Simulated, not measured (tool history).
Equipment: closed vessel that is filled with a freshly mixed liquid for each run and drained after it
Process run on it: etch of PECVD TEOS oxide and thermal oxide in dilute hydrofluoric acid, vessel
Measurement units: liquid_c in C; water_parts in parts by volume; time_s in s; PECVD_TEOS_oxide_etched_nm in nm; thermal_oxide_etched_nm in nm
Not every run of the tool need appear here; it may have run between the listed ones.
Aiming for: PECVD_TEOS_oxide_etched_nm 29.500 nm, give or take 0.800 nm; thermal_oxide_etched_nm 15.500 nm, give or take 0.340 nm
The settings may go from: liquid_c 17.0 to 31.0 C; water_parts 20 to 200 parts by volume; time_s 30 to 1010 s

run  hour  liquid_c  water_parts  time_s  PECVD_TEOS_oxide_etched_nm  thermal_oxide_etched_nm
  1   0.0      23.0          110     515                      44.429                   23.687
  2   2.4      21.5          115     515                      40.208                   21.225
  3   8.7      21.5          115     675                      52.467                   27.568
  4  15.3      20.5          125     675                      45.678                   24.248
  5  20.4      20.5          155     675                      35.889                   18.859
  6  22.6      20.5          140     675                      40.192                   21.223
  7  24.0      19.5          145     675                      37.221                   19.672
  8  26.5      19.0          150     675                      35.047                   18.419
  9  31.9      18.5          155     675                      33.461                   17.450
 10  40.0      18.0          160     675                      31.412                   16.517

Pick the move, out of 4, that brings all results within their allowed miss; only one does.
  A  48.1      17.0          175     780                           ?                        ?
  B  48.1      17.5          145     555                           ?                        ?
  C  48.1      21.0          160     535                           ?                        ?
  D  48.1      17.5          160     645                           ?                        ?

move  PECVD_TEOS_oxide_etched_nm  thermal_oxide_etched_nm
   A                      31.727                   16.397
   B                      28.574                   14.768
   C                      28.333                   14.644
   D                      29.681                   15.340
A: better than the last run, though not everything is in spec
B: pushes the last run's worst result past its target
C: pushes the last run's worst result past its target
D: meets every target
D is the move that brings every result within its allowed miss.
